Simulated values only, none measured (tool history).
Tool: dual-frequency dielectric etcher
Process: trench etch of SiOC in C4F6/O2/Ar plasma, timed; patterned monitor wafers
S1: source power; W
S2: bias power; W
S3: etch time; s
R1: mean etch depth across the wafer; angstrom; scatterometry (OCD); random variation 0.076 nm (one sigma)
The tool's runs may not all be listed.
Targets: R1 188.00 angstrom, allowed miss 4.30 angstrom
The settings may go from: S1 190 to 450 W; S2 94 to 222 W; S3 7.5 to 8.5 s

{"run": 1, "hour": 0.0, "S1": 320, "S2": 158, "S3": 8.5, "R1": 162.09}
{"run": 2, "hour": 3.2, "S1": 320, "S2": 158, "S3": 8.5, "R1": 161.95}
{"run": 3, "hour": 9.5, "S1": 350, "S2": 163, "S3": 8.5, "R1": 167.01}
{"run": 4, "hour": 17.7, "S1": 300, "S2": 163, "S3": 8.5, "R1": 160.65}
{"run": 5, "hour": 25.7, "S1": 300, "S2": 146, "S3": 8.5, "R1": 154.02}
{"run": 6, "hour": 30.3, "S1": 300, "S2": 146, "S3": 7.5, "R1": 137.1}
{"run": 7, "hour": 34.5, "S1": 330, "S2": 165, "S3": 7.5, "R1": 145.78}
{"run": 8, "hour": 40.5, "S1": 350, "S2": 182, "S3": 8.0, "R1": 164.32}
{"run": 9, "hour": 44.3, "S1": 370, "S2": 191, "S3": 8.0, "R1": 170.89}
{"run": 10, "hour": 48.6, "S1": 390, "S2": 196, "S3": 8.0, "R1": 174.39}
{"run": 11, "hour": 57.3, "S1": 400, "S2": 201, "S3": 8.0, "R1": 177.25}
{"run": 12, "hour": 59.4, "S1": 410, "S2": 205, "S3": 8.0, "R1": 179.47}
{"run": 13, "hour": 62.8, "S1": 410, "S2": 205, "S3": 8.0, "R1": 179.62}
{"run": 14, "hour": 71.6, "S1": 420, "S2": 208, "S3": 8.0, "R1": 183.02}
{"run": 15, "hour": 77.4, "S1": 430, "S2": 209, "S3": 8.0, "R1": 183.24}

Which of these 4 next moves meets every target?
{"run": "A", "hour": 83.2, "S1": 440, "S2": 220, "S3": 8.0, "R1": "?"}
{"run": "B", "hour": 83.2, "S1": 450, "S2": 186, "S3": 8.0, "R1": "?"}
{"run": "C", "hour": 83.2, "S1": 430, "S2": 185, "S3": 8.0, "R1": "?"}
{"run": "D", "hour": 83.2, "S1": 440, "S2": 214, "S3": 7.5, "R1": "?"}

move=A R1=189.26
move=B R1=178.59
move=C R1=176.02
move=D R1=175.56
A: meets every target
B: further off than the last run
C: further off than the last run
D: further off than the last run
The right move is A.

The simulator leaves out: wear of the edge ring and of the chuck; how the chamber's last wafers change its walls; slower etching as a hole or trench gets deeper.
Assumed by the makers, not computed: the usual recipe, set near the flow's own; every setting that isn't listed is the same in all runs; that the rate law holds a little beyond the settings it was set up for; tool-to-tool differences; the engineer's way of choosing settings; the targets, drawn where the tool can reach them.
